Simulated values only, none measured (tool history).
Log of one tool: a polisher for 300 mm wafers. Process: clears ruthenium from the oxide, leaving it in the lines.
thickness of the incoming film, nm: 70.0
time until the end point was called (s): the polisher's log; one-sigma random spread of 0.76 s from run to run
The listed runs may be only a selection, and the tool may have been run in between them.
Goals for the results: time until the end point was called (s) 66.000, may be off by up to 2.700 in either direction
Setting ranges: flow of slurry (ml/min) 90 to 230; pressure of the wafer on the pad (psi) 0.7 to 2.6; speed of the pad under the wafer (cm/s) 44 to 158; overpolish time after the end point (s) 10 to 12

run  hour  flow of slurry (ml/min)  pressure of the wafer on the pad (psi)  speed of the pad under the wafer (cm/s)  overpolish time after the end point (s)  time until the end point was called (s)
  1   0.0                      150                                     1.6                                      100                                       12                                   80.723
  2   2.5                      130                                     1.6                                      100                                       12                                   83.675
  3  10.1                      135                                     1.7                                      100                                       12                                   79.231
  4  13.3                      135                                     1.3                                      100                                       12                                   99.472
  5  20.1                      150                                     1.3                                      100                                       12                                   97.700
  6  24.9                      150                                     1.3                                      100                                       10                                   98.140
  7  32.3                      155                                     1.4                                      100                                       10                                   92.854
  8  40.9                      155                                     1.5                                      100                                       10                                   85.298
  9  43.7                      160                                     1.6                                      100                                       10                                   77.950
 10  51.3                      170                                     1.6                                      100                                       10                                   78.176
 11  56.1                      175                                     1.6                                      100                                       10                                   77.841
 12  62.3                      180                                     1.6                                      100                                       10                                   78.826
 13  65.5                      180                                     1.7                                      100                                       10                                   72.501
     71.7  -- slurry nozzle cleaned
 14  71.7                      185                                     1.7                                      100                                       10                                   70.543
 15  78.4                      190                                     1.7                                      100                                       10                                   70.665

4 next moves are on the table. One of them brings every result within its allowed miss. Which?
  A  85.1                      200                                     1.9                                       78                                       10                                        ?
  B  85.1                      195                                     2.1                                       86                                       10                                        ?
  C  85.1                      205                                     1.7                                       90                                       12                                        ?
  D  85.1                      165                                     1.8                                       80                                       10                                        ?

move  time until the end point was called (s)
   A                                   80.059
   B                                   66.326
   C                                   77.449
   D                                   84.846
A: misses by more than the last run did
B: every result lands within tolerance
C: misses by more than the last run did
D: misses by more than the last run did
Go with B: it meets all targets.

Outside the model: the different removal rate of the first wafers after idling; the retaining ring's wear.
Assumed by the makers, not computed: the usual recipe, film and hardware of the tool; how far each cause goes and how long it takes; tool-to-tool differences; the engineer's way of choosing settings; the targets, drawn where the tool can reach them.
